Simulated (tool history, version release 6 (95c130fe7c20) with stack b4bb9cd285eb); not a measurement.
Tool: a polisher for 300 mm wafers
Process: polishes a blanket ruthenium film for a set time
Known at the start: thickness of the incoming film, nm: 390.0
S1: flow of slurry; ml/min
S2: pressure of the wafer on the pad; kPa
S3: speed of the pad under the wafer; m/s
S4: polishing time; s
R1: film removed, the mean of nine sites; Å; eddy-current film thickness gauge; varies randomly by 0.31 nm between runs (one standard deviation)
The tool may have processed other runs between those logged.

run,hour,S1,S2,S3,S4,R1
1,0,275,15.2,0.82,68,683.12
2,3.2,240,15.2,0.82,68,683.35
3,5.3,200,15.2,0.82,68,666.85
4,14.1,200,13.1,0.82,68,577.29
5,15.6,200,16.5,0.82,68,720.49
# hour 17.3: head pressure recalibrated
6,17.3,200,14.5,0.82,68,596.15
7,22.3,195,13.1,0.82,68,553.39
8,27.5,190,12.4,0.82,68,517.19
9,31.9,185,11.7,0.82,68,488.57

Run 10 is up next; what results do you expect?
10,34.6,180,11,0.82,68,?

Run 10 came out at R1 455.13 Å.
